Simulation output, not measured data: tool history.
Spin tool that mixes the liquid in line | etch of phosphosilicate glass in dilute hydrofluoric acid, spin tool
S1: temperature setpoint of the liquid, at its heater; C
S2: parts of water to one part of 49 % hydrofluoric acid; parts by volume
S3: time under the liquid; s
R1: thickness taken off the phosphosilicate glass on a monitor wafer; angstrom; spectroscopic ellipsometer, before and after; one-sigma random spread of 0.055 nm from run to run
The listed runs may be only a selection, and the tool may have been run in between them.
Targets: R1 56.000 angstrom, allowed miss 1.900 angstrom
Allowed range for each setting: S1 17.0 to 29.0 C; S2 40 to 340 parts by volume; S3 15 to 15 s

{"run": 1, "hour": 0.0, "S1": 21.0, "S2": 190, "S3": 15, "R1": 67.426}
{"run": 2, "hour": 0.6, "S1": 21.0, "S2": 190, "S3": 15, "R1": 69.028}
{"run": 3, "hour": 8.2, "S1": 20.5, "S2": 190, "S3": 15, "R1": 66.606}
{"run": 4, "hour": 12.1, "S1": 20.5, "S2": 130, "S3": 15, "R1": 102.12}
{"run": 5, "hour": 14.5, "S1": 20.0, "S2": 145, "S3": 15, "R1": 89.423}
{"run": 6, "hour": 19.5, "S1": 17.5, "S2": 145, "S3": 15, "R1": 79.481}
{"run": 7, "hour": 26.6, "S1": 17.5, "S2": 155, "S3": 15, "R1": 73.647}
{"run": 8, "hour": 29.5, "S1": 17.5, "S2": 160, "S3": 15, "R1": 71.719}
{"run": 9, "hour": 34.6, "S1": 17.5, "S2": 165, "S3": 15, "R1": 67.998}
{"run": 10, "hour": 38.8, "S1": 17.5, "S2": 170, "S3": 15, "R1": 68.118}
{"run": 11, "hour": 43.1, "S1": 17.5, "S2": 175, "S3": 15, "R1": 64.213}
{"run": 12, "hour": 48.2, "S1": 17.5, "S2": 180, "S3": 15, "R1": 62.733}

5 next moves are on the table. One of them brings every result within its allowed miss. Which?
{"run": "A", "hour": 53.3, "S1": 17.0, "S2": 180, "S3": 15, "R1": "?"}
{"run": "B", "hour": 53.3, "S1": 17.5, "S2": 175, "S3": 15, "R1": "?"}
{"run": "C", "hour": 53.3, "S1": 17.0, "S2": 150, "S3": 15, "R1": "?"}
{"run": "D", "hour": 53.3, "S1": 17.0, "S2": 195, "S3": 15, "R1": "?"}
{"run": "E", "hour": 53.3, "S1": 17.5, "S2": 165, "S3": 15, "R1": "?"}

move=A R1=60.025
move=B R1=63.294
move=C R1=74.118
move=D R1=54.642
move=E R1=67.776
A: better than the last run, though not everything is in spec
B: its largest miss is bigger than the last run's
C: its largest miss is bigger than the last run's
D: meets every target
E: its largest miss is bigger than the last run's
Correct choice: D, which meets every target

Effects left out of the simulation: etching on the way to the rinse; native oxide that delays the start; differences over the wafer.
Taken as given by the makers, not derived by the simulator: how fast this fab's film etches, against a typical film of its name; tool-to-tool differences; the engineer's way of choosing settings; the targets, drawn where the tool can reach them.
